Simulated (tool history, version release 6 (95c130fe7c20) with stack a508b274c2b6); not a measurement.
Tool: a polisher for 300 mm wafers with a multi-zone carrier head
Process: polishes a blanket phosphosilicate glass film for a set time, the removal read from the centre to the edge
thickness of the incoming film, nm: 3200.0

run,hour,flow of slurry (ml/min),pressure of the head's centre zone,pressure of the head's middle zone,pressure of the head's edge zone,abrasive content of the slurry,polishing time (s),film removed at the wafer's centre (Å),film removed at mid-radius (Å),film removed at the wafer's edge (Å)
1,0,235,1,1,1,1,33,3250.9,3326.8,3310.1
2,7.5,235,1.07,1,1,1,33,3419.9,3304.4,3365.5
3,15.8,230,1.02,0.99,0.99,0.9,32,3034.5,3075.3,3074.8
4,23.9,230,1.02,0.92,0.99,0.9,32,3067.2,2830.1,3124.3
5,27.5,225,0.99,0.92,0.97,0.8,31,2822.1,2648.1,2806.5
6,31.3,195,0.99,0.92,0.97,0.8,31,2675.4,2549.6,2792.7
7,35.9,190,0.96,0.93,0.96,0.75,30,2479.1,2436.7,2577
8,40.8,185,0.93,0.94,0.96,0.7,30,2347.2,2360.7,2494.3
9,46.8,180,0.91,0.95,0.95,0.65,30,2147,2322.9,2425.2
10,51.6,180,0.91,0.95,0.93,0.6,30,2114.3,2246.5,2285.3
11,57.2,175,0.9,0.95,0.92,0.6,30,2067,2208.7,2297.9

The next listed run, before its measurement:
12,62.9,175,0.9,0.96,0.91,0.6,30,?,?,?

film removed at the wafer's centre (Å): 2131.6
film removed at mid-radius (Å): 2250.7
film removed at the wafer's edge (Å): 2273.3
